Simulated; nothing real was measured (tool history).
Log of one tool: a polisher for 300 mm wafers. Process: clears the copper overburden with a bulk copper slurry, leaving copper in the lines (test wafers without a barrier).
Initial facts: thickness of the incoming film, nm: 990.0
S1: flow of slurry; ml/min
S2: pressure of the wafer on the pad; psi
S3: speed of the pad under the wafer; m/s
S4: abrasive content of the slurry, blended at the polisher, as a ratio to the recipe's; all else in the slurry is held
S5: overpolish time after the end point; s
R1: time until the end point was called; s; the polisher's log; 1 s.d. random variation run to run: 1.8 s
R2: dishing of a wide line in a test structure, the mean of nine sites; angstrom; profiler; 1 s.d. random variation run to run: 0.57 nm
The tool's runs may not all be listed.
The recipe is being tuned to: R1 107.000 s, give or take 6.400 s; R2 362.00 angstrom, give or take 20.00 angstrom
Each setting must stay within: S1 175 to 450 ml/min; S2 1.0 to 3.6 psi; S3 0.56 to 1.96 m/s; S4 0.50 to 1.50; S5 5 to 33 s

{"run": 1, "hour": 0.0, "S1": 290, "S2": 2.3, "S3": 1.26, "S4": 1.0, "S5": 17, "R1": 103.83, "R2": 465.77}
{"run": 2, "hour": 5.8, "S1": 360, "S2": 2.3, "S3": 1.26, "S4": 1.0, "S5": 17, "R1": 102.07, "R2": 469.39}
{"run": 3, "hour": 10.2, "S1": 360, "S2": 2.3, "S3": 1.26, "S4": 1.15, "S5": 17, "R1": 102.6, "R2": 466.35}
{"run": 4, "hour": 17.8, "S1": 320, "S2": 2.3, "S3": 1.26, "S4": 1.15, "S5": 17, "R1": 101.81, "R2": 465.44}
{"run": 5, "hour": 26.7, "S1": 320, "S2": 2.7, "S3": 1.26, "S4": 1.15, "S5": 17, "R1": 85.517, "R2": 503.57}
{"run": 6, "hour": 35.6, "S1": 315, "S2": 2.4, "S3": 1.34, "S4": 1.2, "S5": 14, "R1": 91.55, "R2": 467.71}
{"run": 7, "hour": 38.3, "S1": 315, "S2": 2.2, "S3": 1.44, "S4": 1.2, "S5": 12, "R1": 90.971, "R2": 455.09}
{"run": 8, "hour": 44.1, "S1": 315, "S2": 2.0, "S3": 1.52, "S4": 1.25, "S5": 10, "R1": 92.084, "R2": 416.42}
{"run": 9, "hour": 45.9, "S1": 315, "S2": 1.9, "S3": 1.52, "S4": 1.25, "S5": 9, "R1": 99.901, "R2": 375.44}

4 next moves are on the table. One of them brings every result within its allowed miss. Which?
{"run": "A", "hour": 47.7, "S1": 305, "S2": 1.8, "S3": 1.64, "S4": 1.2, "S5": 6, "R1": "?", "R2": "?"}
{"run": "B", "hour": 47.7, "S1": 275, "S2": 1.7, "S3": 1.52, "S4": 1.45, "S5": 9, "R1": "?", "R2": "?"}
{"run": "C", "hour": 47.7, "S1": 335, "S2": 2.0, "S3": 1.62, "S4": 1.25, "S5": 5, "R1": "?", "R2": "?"}
{"run": "D", "hour": 47.7, "S1": 295, "S2": 1.8, "S3": 1.42, "S4": 1.45, "S5": 13, "R1": "?", "R2": "?"}

move=A R1=98.898 R2=308.81
move=B R1=109.740 R2=355.96
move=C R1=88.980 R2=298.99
move=D R1=110.180 R2=410.46
A: moves away from the targets compared with the last run
B: all results land within tolerance of their targets
C: moves away from the targets compared with the last run
D: brings the result that was furthest off to its target, and leaves another outside
Go with B: it meets all targets.
